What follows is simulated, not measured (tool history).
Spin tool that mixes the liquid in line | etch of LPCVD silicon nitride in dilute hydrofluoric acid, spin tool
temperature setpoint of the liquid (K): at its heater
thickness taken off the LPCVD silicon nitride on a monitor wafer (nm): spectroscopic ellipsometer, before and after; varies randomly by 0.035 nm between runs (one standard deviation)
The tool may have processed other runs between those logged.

run,hour,temperature setpoint of the liquid (K),parts of water to one part of 49 % hydrofluoric acid (parts by volume),time under the liquid (s),thickness taken off the LPCVD silicon nitride on a monitor wafer (nm)
1,0,295.15,75,280,1.5928
2,7.3,297.65,75,280,1.8245
3,9.6,297.65,75,280,2.0315
4,11.3,297.65,75,300,1.9464
5,17.4,297.15,80,295,1.8322
6,25.8,296.65,85,295,1.6435

Estimate the outcome of run 7 from the log above:
7,28.9,296.15,90,295,?

thickness taken off the LPCVD silicon nitride on a monitor wafer (nm): 1.4999
